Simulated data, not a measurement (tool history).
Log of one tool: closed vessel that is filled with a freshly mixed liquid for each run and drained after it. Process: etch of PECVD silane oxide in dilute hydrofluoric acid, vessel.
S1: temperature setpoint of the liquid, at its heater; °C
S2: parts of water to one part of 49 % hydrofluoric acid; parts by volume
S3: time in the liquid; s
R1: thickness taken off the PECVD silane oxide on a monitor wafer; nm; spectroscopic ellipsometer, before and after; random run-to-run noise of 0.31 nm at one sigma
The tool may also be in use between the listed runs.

run,hour,S1,S2,S3,R1
1,0,22,85,105,18.267
2,5.1,18.5,85,105,15.781
3,13.7,18.5,95,105,14.188
4,19.7,20.5,95,105,15.18
5,25.1,20.5,95,110,16.03
6,28.7,22,85,110,19.319
7,34.3,23.5,75,110,23.396
8,39.2,24.5,65,110,28.735
9,40.5,25.5,60,110,32.456
10,42.2,26,55,110,36.406
11,49.8,30,30,110,80.981
12,52.4,29.5,30,110,79.756
13,59.7,29,30,110,78.259
14,62.3,28.5,30,110,77.473
15,63.1,27.5,30,110,73.93

What will run 16 give?
16,69.3,26.5,30,110,?

R1: 70.137 nm
